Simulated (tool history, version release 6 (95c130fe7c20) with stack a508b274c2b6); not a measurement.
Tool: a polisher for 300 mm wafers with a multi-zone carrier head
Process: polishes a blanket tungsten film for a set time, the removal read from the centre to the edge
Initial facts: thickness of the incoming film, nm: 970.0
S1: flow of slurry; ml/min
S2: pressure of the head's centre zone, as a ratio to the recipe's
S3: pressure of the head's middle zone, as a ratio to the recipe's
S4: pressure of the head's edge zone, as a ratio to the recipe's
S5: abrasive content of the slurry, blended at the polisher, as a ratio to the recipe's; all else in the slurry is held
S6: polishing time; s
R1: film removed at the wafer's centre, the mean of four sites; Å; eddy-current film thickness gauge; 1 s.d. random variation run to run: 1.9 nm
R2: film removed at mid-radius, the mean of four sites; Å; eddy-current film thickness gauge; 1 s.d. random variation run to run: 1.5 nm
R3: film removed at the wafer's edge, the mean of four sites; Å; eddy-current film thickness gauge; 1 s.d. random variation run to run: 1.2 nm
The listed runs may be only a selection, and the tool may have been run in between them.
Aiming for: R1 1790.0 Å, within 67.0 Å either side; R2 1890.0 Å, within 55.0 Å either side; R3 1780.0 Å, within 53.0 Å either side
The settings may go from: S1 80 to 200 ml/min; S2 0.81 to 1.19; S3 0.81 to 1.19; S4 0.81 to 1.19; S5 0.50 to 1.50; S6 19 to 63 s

Run 1, hour 0.0: S1 130 ml/min, S2 1.00, S3 1.00, S4 1.00, S5 1.00, S6 41 s. Result: R1 1225.1 Å, R2 1166.3 Å, R3 1176.4 Å.
Run 2, hour 0.5: S1 130 ml/min, S2 1.00, S3 1.00, S4 1.00, S5 0.85, S6 41 s. Result: R1 1189.3 Å, R2 1115.0 Å, R3 1170.1 Å.
Run 3, hour 4.3: S1 135 ml/min, S2 0.99, S3 1.01, S4 1.04, S5 1.00, S6 44 s. Result: R1 1306.8 Å, R2 1268.2 Å, R3 1306.0 Å.
Run 4, hour 5.2: S1 135 ml/min, S2 0.94, S3 1.01, S4 1.04, S5 1.00, S6 44 s. Result: R1 1267.2 Å, R2 1261.8 Å, R3 1297.9 Å.
Run 5, hour 13.9: S1 140 ml/min, S2 0.95, S3 1.03, S4 1.07, S5 1.10, S6 46 s. Result: R1 1379.6 Å, R2 1364.6 Å, R3 1401.5 Å.
Run 6, hour 21.8: S1 145 ml/min, S2 0.94, S3 1.06, S4 1.09, S5 1.20, S6 48 s. Result: R1 1437.2 Å, R2 1481.6 Å, R3 1502.7 Å.
Run 7, hour 30.2: S1 155 ml/min, S2 0.96, S3 1.09, S4 1.10, S5 1.30, S6 49 s. Result: R1 1538.4 Å, R2 1584.1 Å, R3 1565.9 Å.
Run 8, hour 38.2: S1 160 ml/min, S2 0.97, S3 1.11, S4 1.11, S5 1.35, S6 50 s. Result: R1 1602.9 Å, R2 1658.2 Å, R3 1620.0 Å.
Run 9, hour 41.4: S1 165 ml/min, S2 0.97, S3 1.12, S4 1.12, S5 1.40, S6 51 s. Result: R1 1652.9 Å, R2 1703.2 Å, R3 1677.7 Å.
Run 10, hour 48.2: S1 170 ml/min, S2 0.97, S3 1.14, S4 1.12, S5 1.45, S6 51 s. Result: R1 1690.2 Å, R2 1750.5 Å, R3 1703.1 Å.
Run 11, hour 54.7: S1 175 ml/min, S2 0.97, S3 1.15, S4 1.12, S5 1.45, S6 51 s. Result: R1 1658.9 Å, R2 1746.4 Å, R3 1689.9 Å.
At hour 61.1: centre zone pressure recalibrated.
Run 12, hour 61.1: S1 175 ml/min, S2 0.97, S3 1.16, S4 1.12, S5 1.45, S6 52 s. Result: R1 1641.0 Å, R2 1819.0 Å, R3 1719.3 Å.

Which one of the following 4 next-run settings gets every result inside its allowed miss? There is exactly one.
Run A, hour 67.5: S1 185 ml/min, S2 1.00, S3 1.00, S4 1.12, S5 1.50, S6 52 s. Result: R1 ?, R2 ?, R3 ?.
Run B, hour 67.5: S1 195 ml/min, S2 0.84, S3 1.08, S4 1.17, S5 1.45, S6 52 s. Result: R1 ?, R2 ?, R3 ?.
Run C, hour 67.5: S1 165 ml/min, S2 1.04, S3 1.16, S4 1.08, S5 1.50, S6 54 s. Result: R1 ?, R2 ?, R3 ?.
Run D, hour 67.5: S1 175 ml/min, S2 0.91, S3 1.19, S4 1.13, S5 1.40, S6 53 s. Result: R1 ?, R2 ?, R3 ?.

move      R1      R2      R3
   A  1741.9  1673.1  1768.7
   B  1540.1  1759.7  1801.8
   C  1826.7  1875.0  1780.9
   D  1622.8  1866.8  1773.2
A: brings the last run's worst result on target, with another outside its allowed miss
B: the biggest miss grows against the last run
C: meets every target
D: the biggest miss grows against the last run
Answer: C

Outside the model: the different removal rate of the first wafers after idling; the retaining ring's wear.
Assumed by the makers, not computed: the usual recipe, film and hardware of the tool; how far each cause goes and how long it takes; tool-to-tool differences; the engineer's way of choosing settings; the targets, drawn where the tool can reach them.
